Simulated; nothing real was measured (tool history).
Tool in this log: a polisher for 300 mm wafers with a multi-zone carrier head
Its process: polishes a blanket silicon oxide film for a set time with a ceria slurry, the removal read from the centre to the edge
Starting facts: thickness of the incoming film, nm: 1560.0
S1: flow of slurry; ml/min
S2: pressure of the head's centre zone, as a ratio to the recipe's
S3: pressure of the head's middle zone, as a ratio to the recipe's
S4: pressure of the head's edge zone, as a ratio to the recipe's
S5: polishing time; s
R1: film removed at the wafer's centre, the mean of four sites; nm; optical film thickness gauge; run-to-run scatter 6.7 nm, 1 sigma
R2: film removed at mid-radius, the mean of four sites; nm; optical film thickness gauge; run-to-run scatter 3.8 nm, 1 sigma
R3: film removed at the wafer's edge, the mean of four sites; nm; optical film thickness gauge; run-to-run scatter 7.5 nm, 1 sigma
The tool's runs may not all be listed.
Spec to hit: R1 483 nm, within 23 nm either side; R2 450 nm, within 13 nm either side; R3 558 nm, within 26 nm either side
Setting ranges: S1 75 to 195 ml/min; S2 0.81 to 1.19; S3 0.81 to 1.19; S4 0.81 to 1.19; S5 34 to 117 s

run    day   S1    S2    S3    S4   S5      R1      R2      R3
  1      0  125     1     1     1   75  328.31  317.25  326.85
  2  0.117  125     1     1  0.96   75  320.98  318.14  327.92
  3  0.292  125     1     1  1.02   75  329.38  315.69  330.02
  4  0.558  125     1     1  0.98   75  334.01  315.49  333.97
  5   0.75  125  0.97  0.96  0.98   84  354.68  347.52   370.4
  6  0.988  125  0.95  0.93  1.01   90  375.68  350.98  396.84
  7  1.246  140  0.89  0.97  1.11  111   447.8  465.75  529.64
  8  1.583  140  0.89  0.97  1.11  111  443.97  465.88  516.82
  9  1.738  140   0.9  0.95  1.12  112  464.62  464.59  528.94
 10  2.058  135   0.9  0.93  1.13  113  456.36  455.51  533.39

Which of these 5 next moves meets every target?
  A  2.379  150  1.04  0.86  1.11  115   ?   ?   ?
  B  2.379  150  1.01  0.82  0.99  112   ?   ?   ?
  C  2.379  185  0.85  0.87     1  117   ?   ?   ?
  D  2.379  195  1.06  0.95  1.05  101   ?   ?   ?
  E  2.379  125  0.94   0.9  1.19  116   ?   ?   ?

move      R1      R2      R3
   A  547.49  442.44  569.96
   B  519.15  414.52   529.7
   C  485.36  472.57  570.92
   D  515.68  442.06  505.32
   E  481.32  444.85  575.15
A: the result that was furthest off in the last run now lies on the other side of its target
B: the result that was furthest off in the last run now lies on the other side of its target
C: corrects the largest miss of the last run, while another result sits out of spec
D: the result that was furthest off in the last run now lies on the other side of its target
E: in spec on every target
E is the move that brings every result within its allowed miss.

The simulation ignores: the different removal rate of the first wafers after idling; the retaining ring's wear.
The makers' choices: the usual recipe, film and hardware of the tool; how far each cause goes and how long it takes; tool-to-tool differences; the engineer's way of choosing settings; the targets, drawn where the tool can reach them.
